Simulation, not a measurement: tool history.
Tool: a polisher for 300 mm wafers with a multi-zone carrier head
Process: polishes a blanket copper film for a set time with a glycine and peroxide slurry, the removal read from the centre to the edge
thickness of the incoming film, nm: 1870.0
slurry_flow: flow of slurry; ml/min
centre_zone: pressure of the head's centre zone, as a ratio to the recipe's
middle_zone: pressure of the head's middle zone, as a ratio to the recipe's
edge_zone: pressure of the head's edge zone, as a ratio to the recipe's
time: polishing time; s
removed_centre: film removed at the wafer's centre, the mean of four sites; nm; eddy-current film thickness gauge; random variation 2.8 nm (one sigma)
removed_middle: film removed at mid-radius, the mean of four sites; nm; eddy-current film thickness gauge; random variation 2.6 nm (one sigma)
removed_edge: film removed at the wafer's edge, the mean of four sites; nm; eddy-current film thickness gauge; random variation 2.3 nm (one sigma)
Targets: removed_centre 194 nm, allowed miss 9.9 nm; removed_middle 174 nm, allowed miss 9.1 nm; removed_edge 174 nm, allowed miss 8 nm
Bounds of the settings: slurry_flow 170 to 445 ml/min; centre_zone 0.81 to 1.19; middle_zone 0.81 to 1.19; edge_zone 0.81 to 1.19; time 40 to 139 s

| run | hour | slurry_flow | centre_zone | middle_zone | edge_zone | time | removed_centre | removed_middle | removed_edge |
|---|---|---|---|---|---|---|---|---|---|
| 1 | 0 | 285 | 1 | 1 | 1 | 89 | 266.85 | 273.97 | 267.08 |
| 2 | 2.6 | 230 | 1 | 1 | 1 | 89 | 263.29 | 264.11 | 256.63 |
| 3 | 11.6 | 220 | 1.01 | 0.98 | 0.98 | 82 | 236.78 | 241.41 | 234.12 |
| 4 | 15.2 | 220 | 1.01 | 1.04 | 0.98 | 82 | 248.63 | 248.53 | 238.76 |
| 5 | 24.2 | 220 | 1.01 | 1.07 | 0.98 | 82 | 240.86 | 247.91 | 230.45 |
| 6 | 32 | 210 | 1.04 | 1.05 | 0.99 | 75 | 222.17 | 226.48 | 217.43 |
| 7 | 40.1 | 200 | 1.08 | 1.02 | 0.97 | 71 | 210.65 | 207.64 | 201.64 |
| 8 | 46.5 | 200 | 1.08 | 1.02 | 0.97 | 71 | 220.93 | 207.42 | 201.39 |
| 9 | 47.9 | 195 | 1.09 | 1.01 | 0.97 | 68 | 205.59 | 199.48 | 196.44 |

5 next moves are on the table. One of them brings every result within its allowed miss. Which?
| A | 49.3 | 210 | 1.03 | 0.94 | 1.02 | 64 | ? | ? | ? |
| B | 49.3 | 240 | 1.1 | 0.96 | 0.92 | 60 | ? | ? | ? |
| C | 49.3 | 210 | 0.86 | 0.98 | 1.04 | 78 | ? | ? | ? |
| D | 49.3 | 290 | 0.87 | 1.07 | 0.97 | 77 | ? | ? | ? |
| E | 49.3 | 180 | 1.05 | 1.19 | 0.81 | 65 | ? | ? | ? |

| move | removed_centre | removed_middle | removed_edge |
|---|---|---|---|
| A | 188.21 | 176.1 | 186.46 |
| B | 190.9 | 171.39 | 171.12 |
| C | 197.17 | 222.42 | 228.72 |
| D | 206.33 | 247.03 | 227.27 |
| E | 188.73 | 212.68 | 171.22 |
A: nearer than the last run, and not there yet
B: meets every target
C: further off than the last run
D: further off than the last run
E: brings the result that was furthest off to its target, and leaves another outside
Answer: B

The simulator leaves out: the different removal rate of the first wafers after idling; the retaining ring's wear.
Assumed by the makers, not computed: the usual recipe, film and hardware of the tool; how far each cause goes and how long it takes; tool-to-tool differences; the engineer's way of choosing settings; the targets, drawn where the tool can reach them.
